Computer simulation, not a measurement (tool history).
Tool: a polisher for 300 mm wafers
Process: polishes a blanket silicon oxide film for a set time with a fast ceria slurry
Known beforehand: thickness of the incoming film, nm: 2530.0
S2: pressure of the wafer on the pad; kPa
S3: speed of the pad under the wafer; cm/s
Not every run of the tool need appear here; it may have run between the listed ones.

Run 1, hour 0: flow of slurry (ml/min) 140, S2 15.2 kPa, S3 128 cm/s, polishing time (s) 39. Result: film removed (nm) 511.95.
Run 2, hour 2.4: flow of slurry (ml/min) 135, S2 13.8 kPa, S3 128 cm/s, polishing time (s) 39. Result: film removed (nm) 464.47.
Run 3, hour 6.6: flow of slurry (ml/min) 130, S2 12.4 kPa, S3 128 cm/s, polishing time (s) 39. Result: film removed (nm) 417.33.
Run 4, hour 9.6: flow of slurry (ml/min) 110, S2 12.4 kPa, S3 128 cm/s, polishing time (s) 39. Result: film removed (nm) 404.8.
Run 5, hour 14.4: flow of slurry (ml/min) 85, S2 12.4 kPa, S3 128 cm/s, polishing time (s) 39. Result: film removed (nm) 366.61.
Run 6, hour 19.5: flow of slurry (ml/min) 85, S2 13.8 kPa, S3 128 cm/s, polishing time (s) 39. Result: film removed (nm) 404.3.
Run 7, hour 24.1: flow of slurry (ml/min) 85, S2 13.1 kPa, S3 128 cm/s, polishing time (s) 39. Result: film removed (nm) 386.16.
Run 8, hour 31.3: flow of slurry (ml/min) 85, S2 12.4 kPa, S3 128 cm/s, polishing time (s) 39. Result: film removed (nm) 365.7.
Run 9, hour 37.8: flow of slurry (ml/min) 85, S2 11.7 kPa, S3 128 cm/s, polishing time (s) 39. Result: film removed (nm) 351.63.

For run 10, what comes out?
Run 10, hour 40: flow of slurry (ml/min) 85, S2 11 kPa, S3 128 cm/s, polishing time (s) 39. Result: film removed (nm) ?.

{"run 10": {"film removed (nm)": 329.76}}
